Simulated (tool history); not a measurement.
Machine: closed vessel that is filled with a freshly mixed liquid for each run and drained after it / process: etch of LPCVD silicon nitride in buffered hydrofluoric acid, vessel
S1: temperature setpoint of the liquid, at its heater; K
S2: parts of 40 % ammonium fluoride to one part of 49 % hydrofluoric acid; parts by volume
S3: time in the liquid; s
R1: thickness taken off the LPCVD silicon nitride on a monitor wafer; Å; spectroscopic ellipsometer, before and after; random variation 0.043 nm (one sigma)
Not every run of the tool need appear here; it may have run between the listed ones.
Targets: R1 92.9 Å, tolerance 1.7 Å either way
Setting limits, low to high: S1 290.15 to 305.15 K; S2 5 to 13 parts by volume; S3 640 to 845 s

run  hour      S1  S2   S3      R1
  1     0  297.15   8  845  126.14
  2   4.3  296.15   8  845  118.08
  3   7.3  295.65   8  845  114.71
  4  10.8  295.65   9  845  100.54
  5  13.1  294.65   9  845  95.403
  6  20.9  296.15   9  845  103.89
  7  27.9  295.65   9  845  101.88
  8  29.8  295.15   9  845  98.186
  9  36.2  294.65   9  845  96.463

5 candidate next runs follow, results not yet known. Just one meets every target within its allowed miss. Identify it.
  A  42.6  295.65  7.5  640   ?
  B  42.6  293.15    8  820   ?
  C  42.6  297.65  8.5  685   ?
  D  42.6  295.15    9  825   ?
  E  42.6  298.15   10  745   ?

move      R1
   A  93.085
   B  96.819
   C  97.055
   D  95.801
   E  95.398
A: all results in spec
B: misses by more than the last run did
C: misses by more than the last run did
D: nearer the targets than the last run, but a result is still out of spec
E: nearer the targets than the last run, but a result is still out of spec
Correct choice: A, which meets every target

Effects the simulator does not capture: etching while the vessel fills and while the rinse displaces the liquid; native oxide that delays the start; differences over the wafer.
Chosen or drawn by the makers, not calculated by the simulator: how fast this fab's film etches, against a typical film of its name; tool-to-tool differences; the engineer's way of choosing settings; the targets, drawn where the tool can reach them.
